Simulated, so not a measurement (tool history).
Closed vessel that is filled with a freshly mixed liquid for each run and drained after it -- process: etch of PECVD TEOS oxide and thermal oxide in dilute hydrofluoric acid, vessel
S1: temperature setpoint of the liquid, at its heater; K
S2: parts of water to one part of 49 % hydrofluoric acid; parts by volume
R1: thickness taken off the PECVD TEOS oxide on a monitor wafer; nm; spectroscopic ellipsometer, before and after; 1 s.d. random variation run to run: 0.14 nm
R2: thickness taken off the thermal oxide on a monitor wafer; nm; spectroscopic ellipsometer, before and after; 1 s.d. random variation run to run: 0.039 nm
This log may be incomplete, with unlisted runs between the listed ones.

Run 1, hour 0.0: S1 294.15 K, S2 190 parts by volume, time in the liquid (s) 250. Result: R1 25.879 nm, R2 4.8934 nm.
Run 2, hour 1.6: S1 293.15 K, S2 195 parts by volume, time in the liquid (s) 250. Result: R1 24.104 nm, R2 4.5584 nm.
Run 3, hour 3.1: S1 292.15 K, S2 195 parts by volume, time in the liquid (s) 250. Result: R1 23.338 nm, R2 4.4639 nm.
Run 4, hour 5.8: S1 292.15 K, S2 195 parts by volume, time in the liquid (s) 315. Result: R1 29.303 nm, R2 5.5427 nm.
Run 5, hour 13.2: S1 293.65 K, S2 195 parts by volume, time in the liquid (s) 315. Result: R1 31.125 nm, R2 5.8719 nm.
At hour 18.0: thermometer replaced.
Run 6, hour 18.0: S1 293.65 K, S2 195 parts by volume, time in the liquid (s) 420. Result: R1 43.351 nm, R2 8.1798 nm.

Run 7, settings as shown, results not yet in. Your forecast:
Run 7, hour 18.9: S1 292.65 K, S2 220 parts by volume, time in the liquid (s) 420. Result: R1 ?, R2 ?.

{"run 7": {"R1": 36.309, "R2": 6.9516}}
